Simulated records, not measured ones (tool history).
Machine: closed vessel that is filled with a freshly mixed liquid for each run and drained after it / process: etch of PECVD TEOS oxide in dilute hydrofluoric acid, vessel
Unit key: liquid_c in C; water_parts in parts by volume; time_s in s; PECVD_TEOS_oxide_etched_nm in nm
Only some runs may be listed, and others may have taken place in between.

{"run": 1, "hour": 0.0, "liquid_c": 23.0, "water_parts": 40, "time_s": 35, "PECVD_TEOS_oxide_etched_nm": 15.875}
{"run": 2, "hour": 1.8, "liquid_c": 23.0, "water_parts": 50, "time_s": 35, "PECVD_TEOS_oxide_etched_nm": 12.362}
{"run": 3, "hour": 10.2, "liquid_c": 23.0, "water_parts": 60, "time_s": 35, "PECVD_TEOS_oxide_etched_nm": 10.273}
{"run": 4, "hour": 13.0, "liquid_c": 24.5, "water_parts": 55, "time_s": 35, "PECVD_TEOS_oxide_etched_nm": 11.866}
{"run": 5, "hour": 16.9, "liquid_c": 25.5, "water_parts": 50, "time_s": 35, "PECVD_TEOS_oxide_etched_nm": 13.908}
{"run": 6, "hour": 24.7, "liquid_c": 26.5, "water_parts": 45, "time_s": 35, "PECVD_TEOS_oxide_etched_nm": 16.068}
{"run": 7, "hour": 29.7, "liquid_c": 27.0, "water_parts": 40, "time_s": 35, "PECVD_TEOS_oxide_etched_nm": 18.633}

The next listed run, before its measurement:
{"run": 8, "hour": 31.8, "liquid_c": 27.5, "water_parts": 35, "time_s": 35, "PECVD_TEOS_oxide_etched_nm": "?"}

Run 8 produced PECVD_TEOS_oxide_etched_nm 21.955 nm.
